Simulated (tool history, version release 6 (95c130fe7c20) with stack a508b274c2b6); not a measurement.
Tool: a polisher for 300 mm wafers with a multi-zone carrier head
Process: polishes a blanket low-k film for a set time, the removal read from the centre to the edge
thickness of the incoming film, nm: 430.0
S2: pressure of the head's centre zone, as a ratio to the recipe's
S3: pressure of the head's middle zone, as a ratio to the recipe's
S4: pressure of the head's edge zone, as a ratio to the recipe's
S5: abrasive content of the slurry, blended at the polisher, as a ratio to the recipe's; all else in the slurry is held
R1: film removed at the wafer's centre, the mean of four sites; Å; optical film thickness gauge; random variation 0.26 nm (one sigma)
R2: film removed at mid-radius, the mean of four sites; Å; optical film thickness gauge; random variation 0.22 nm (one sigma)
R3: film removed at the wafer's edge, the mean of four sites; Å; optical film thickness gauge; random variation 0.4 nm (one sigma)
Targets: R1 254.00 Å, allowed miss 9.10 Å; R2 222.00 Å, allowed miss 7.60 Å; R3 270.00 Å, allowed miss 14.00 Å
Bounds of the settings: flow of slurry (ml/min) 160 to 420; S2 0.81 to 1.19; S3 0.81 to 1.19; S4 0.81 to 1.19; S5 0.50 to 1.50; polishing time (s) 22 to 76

{"run": 1, "day": 0.0, "flow of slurry (ml/min)": 270, "S2": 1.0, "S3": 1.0, "S4": 1.0, "S5": 1.0, "polishing time (s)": 49, "R1": 162.17, "R2": 166.24, "R3": 164.67}
{"run": 2, "day": 0.304, "flow of slurry (ml/min)": 270, "S2": 1.0, "S3": 1.0, "S4": 1.0, "S5": 1.0, "polishing time (s)": 54, "R1": 179.27, "R2": 179.89, "R3": 176.7}
{"run": 3, "day": 0.429, "flow of slurry (ml/min)": 270, "S2": 1.0, "S3": 0.97, "S4": 1.05, "S5": 1.15, "polishing time (s)": 55, "R1": 195.56, "R2": 183.9, "R3": 197.72}
{"run": 4, "day": 0.612, "flow of slurry (ml/min)": 270, "S2": 1.0, "S3": 0.92, "S4": 1.05, "S5": 1.15, "polishing time (s)": 55, "R1": 191.57, "R2": 177.5, "R3": 201.28}
{"run": 5, "day": 0.958, "flow of slurry (ml/min)": 270, "S2": 1.0, "S3": 0.92, "S4": 1.05, "S5": 1.3, "polishing time (s)": 55, "R1": 199.64, "R2": 184.24, "R3": 199.05}
{"run": 6, "day": 1.012, "flow of slurry (ml/min)": 270, "S2": 1.0, "S3": 0.92, "S4": 1.05, "S5": 1.3, "polishing time (s)": 67, "R1": 242.15, "R2": 227.58, "R3": 254.49}
{"run": 7, "day": 1.35, "flow of slurry (ml/min)": 270, "S2": 1.01, "S3": 0.91, "S4": 1.06, "S5": 1.3, "polishing time (s)": 67, "R1": 245.37, "R2": 221.43, "R3": 247.09}
{"run": 8, "day": 1.383, "flow of slurry (ml/min)": 270, "S2": 1.01, "S3": 0.9, "S4": 1.08, "S5": 1.3, "polishing time (s)": 67, "R1": 248.42, "R2": 226.06, "R3": 253.56}
{"run": 9, "day": 1.7, "flow of slurry (ml/min)": 270, "S2": 1.01, "S3": 0.88, "S4": 1.1, "S5": 1.3, "polishing time (s)": 67, "R1": 249.98, "R2": 218.36, "R3": 260.97}

Which of these 4 next moves meets every target?
{"run": "A", "day": 2.017, "flow of slurry (ml/min)": 270, "S2": 1.07, "S3": 0.87, "S4": 1.07, "S5": 1.2, "polishing time (s)": 67, "R1": "?", "R2": "?", "R3": "?"}
{"run": "B", "day": 2.017, "flow of slurry (ml/min)": 260, "S2": 1.04, "S3": 0.9, "S4": 1.19, "S5": 1.2, "polishing time (s)": 70, "R1": "?", "R2": "?", "R3": "?"}
{"run": "C", "day": 2.017, "flow of slurry (ml/min)": 245, "S2": 0.97, "S3": 0.91, "S4": 0.94, "S5": 1.35, "polishing time (s)": 68, "R1": "?", "R2": "?", "R3": "?"}
{"run": "D", "day": 2.017, "flow of slurry (ml/min)": 270, "S2": 1.08, "S3": 0.98, "S4": 1.07, "S5": 1.15, "polishing time (s)": 64, "R1": "?", "R2": "?", "R3": "?"}

move=A R1=252.04 R2=207.97 R3=243.81
move=B R1=257.90 R2=222.87 R3=267.51
move=C R1=247.87 R2=226.06 R3=240.88
move=D R1=239.06 R2=216.36 R3=229.36
A: further off than the last run
B: meets every target
C: further off than the last run
D: further off than the last run
Answer: B
